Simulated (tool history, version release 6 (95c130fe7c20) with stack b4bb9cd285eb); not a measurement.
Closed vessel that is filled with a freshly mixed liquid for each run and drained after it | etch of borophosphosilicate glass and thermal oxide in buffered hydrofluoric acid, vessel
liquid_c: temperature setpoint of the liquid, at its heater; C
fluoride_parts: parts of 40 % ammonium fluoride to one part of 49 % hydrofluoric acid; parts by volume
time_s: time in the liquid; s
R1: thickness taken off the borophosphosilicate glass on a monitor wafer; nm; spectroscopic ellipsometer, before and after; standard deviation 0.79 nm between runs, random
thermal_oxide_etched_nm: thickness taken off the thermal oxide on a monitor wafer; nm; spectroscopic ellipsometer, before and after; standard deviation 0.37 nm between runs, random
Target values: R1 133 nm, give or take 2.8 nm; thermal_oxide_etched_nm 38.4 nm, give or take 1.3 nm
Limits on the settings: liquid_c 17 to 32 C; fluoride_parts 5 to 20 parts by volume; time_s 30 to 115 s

run 1 hour=0 | liquid_c=24 fluoride_parts=12 time_s=60 | R1=205.73 thermal_oxide_etched_nm=59.34
run 2 hour=4.4 | liquid_c=24 fluoride_parts=12 time_s=85 | R1=290.75 thermal_oxide_etched_nm=84.372
run 3 hour=13.1 | liquid_c=22 fluoride_parts=13.5 time_s=85 | R1=230.86 thermal_oxide_etched_nm=67.786
run 4 hour=21.8 | liquid_c=19 fluoride_parts=13.5 time_s=85 | R1=199.29 thermal_oxide_etched_nm=57.143
run 5 hour=27.5 | liquid_c=21.5 fluoride_parts=13.5 time_s=85 | R1=224.77 thermal_oxide_etched_nm=65.66
run 6 hour=28.7 | liquid_c=23.5 fluoride_parts=13.5 time_s=85 | R1=250.27 thermal_oxide_etched_nm=73.975
run 7 hour=36.3 | liquid_c=21.5 fluoride_parts=14.5 time_s=85 | R1=209.91 thermal_oxide_etched_nm=60.863
-- hour=36.8 thermometer replaced
run 8 hour=36.8 | liquid_c=20.5 fluoride_parts=15.5 time_s=85 | R1=164.8 thermal_oxide_etched_nm=47.737
run 9 hour=42.8 | liquid_c=19.5 fluoride_parts=15.5 time_s=85 | R1=155.93 thermal_oxide_etched_nm=45.309
run 10 hour=45.4 | liquid_c=19 fluoride_parts=15.5 time_s=85 | R1=150.72 thermal_oxide_etched_nm=43.736
run 11 hour=49.6 | liquid_c=18.5 fluoride_parts=15.5 time_s=85 | R1=147.43 thermal_oxide_etched_nm=43.023

Consider the 4 candidate settings below. Which is the only one whose results all fall within their allowed miss of target?
run A hour=53.8 | liquid_c=17 fluoride_parts=5 time_s=30 | R1=? thermal_oxide_etched_nm=?
run B hour=53.8 | liquid_c=20 fluoride_parts=19 time_s=100 | R1=? thermal_oxide_etched_nm=?
run C hour=53.8 | liquid_c=17 fluoride_parts=11 time_s=75 | R1=? thermal_oxide_etched_nm=?
run D hour=53.8 | liquid_c=21 fluoride_parts=11.5 time_s=50 | R1=? thermal_oxide_etched_nm=?

move=A R1=139.39 thermal_oxide_etched_nm=39.855
move=B R1=153.52 thermal_oxide_etched_nm=44.783
move=C R1=167.1 thermal_oxide_etched_nm=48.494
move=D R1=133.22 thermal_oxide_etched_nm=38.788
A: gains on the last run, yet a result remains outside its allowed miss
B: its largest miss is bigger than the last run's
C: its largest miss is bigger than the last run's
D: every result within its allowed miss
Go with D: it meets all targets.
